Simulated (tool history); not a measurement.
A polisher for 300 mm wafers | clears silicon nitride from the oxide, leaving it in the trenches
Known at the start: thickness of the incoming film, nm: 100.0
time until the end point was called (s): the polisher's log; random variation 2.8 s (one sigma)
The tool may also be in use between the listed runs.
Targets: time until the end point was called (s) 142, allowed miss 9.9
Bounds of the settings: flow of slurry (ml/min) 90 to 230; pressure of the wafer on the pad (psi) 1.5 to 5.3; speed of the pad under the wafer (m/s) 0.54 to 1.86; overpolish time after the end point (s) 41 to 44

run,hour,flow of slurry (ml/min),pressure of the wafer on the pad (psi),speed of the pad under the wafer (m/s),overpolish time after the end point (s),time until the end point was called (s)
1,0,150,3.4,1.18,41,60.687
2,5.5,150,3.4,1.18,41,62.339
3,9.6,165,3.4,1.18,41,61.873
4,10.1,165,3.4,0.96,41,74.271
5,15.3,135,3.4,0.96,41,76.883
6,18.7,135,3,0.94,41,87.911
7,23.2,135,2.7,0.92,41,99.763
8,30.2,135,2.5,0.9,41,113.02
9,34.6,135,2.4,0.9,41,115.2

5 next moves are on the table. One of them brings every result within its allowed miss. Which?
A,39,170,2.1,1.12,41,?
B,39,120,2.7,1.08,41,?
C,39,145,2.7,0.74,41,?
D,39,140,2.7,0.74,41,?
E,39,150,2,0.86,41,?

move,time until the end point was called (s)
A,102.44
B,87.604
C,122.52
D,123.13
E,140.75
A: further off than the last run
B: further off than the last run
C: nearer than the last run, and not there yet
D: nearer than the last run, and not there yet
E: meets every target
The right move is E.

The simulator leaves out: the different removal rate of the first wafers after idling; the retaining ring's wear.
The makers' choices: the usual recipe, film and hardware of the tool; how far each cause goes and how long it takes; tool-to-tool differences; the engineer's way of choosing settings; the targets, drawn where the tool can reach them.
